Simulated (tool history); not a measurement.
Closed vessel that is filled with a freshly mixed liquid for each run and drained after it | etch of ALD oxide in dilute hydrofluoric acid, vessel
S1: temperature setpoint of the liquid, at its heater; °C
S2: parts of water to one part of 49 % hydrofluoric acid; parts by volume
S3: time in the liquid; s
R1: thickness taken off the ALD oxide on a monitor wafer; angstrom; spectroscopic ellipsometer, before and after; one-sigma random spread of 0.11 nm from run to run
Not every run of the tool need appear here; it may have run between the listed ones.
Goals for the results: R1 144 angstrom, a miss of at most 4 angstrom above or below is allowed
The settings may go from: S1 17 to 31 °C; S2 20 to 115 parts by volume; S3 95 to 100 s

run,hour,S1,S2,S3,R1
1,0,23,65,95,181.65
2,1.5,23,50,95,246.55
3,9.5,23,50,100,257.76
4,17.1,21,55,100,213.43
5,18.6,19,55,100,197.15
6,21.1,18.5,60,100,176.2
7,28.6,18,65,100,157.01
8,37.8,17.5,65,100,155.83
9,45,17,65,100,151.24
10,51.9,17,70,100,139.25

4 next moves are on the table. One of them brings every result within its allowed miss. Which?
A,58.8,17,70,95,?
B,58.8,17,65,95,?
C,58.8,18,75,100,?
D,58.8,17.5,65,100,?

move,R1
A,132.58
B,143.55
C,135.19
D,154.39
A: the biggest miss grows against the last run
B: hits every target within its allowed miss
C: the biggest miss grows against the last run
D: takes the result that was furthest off past its target
So the answer is move B, the one that meets all the targets.
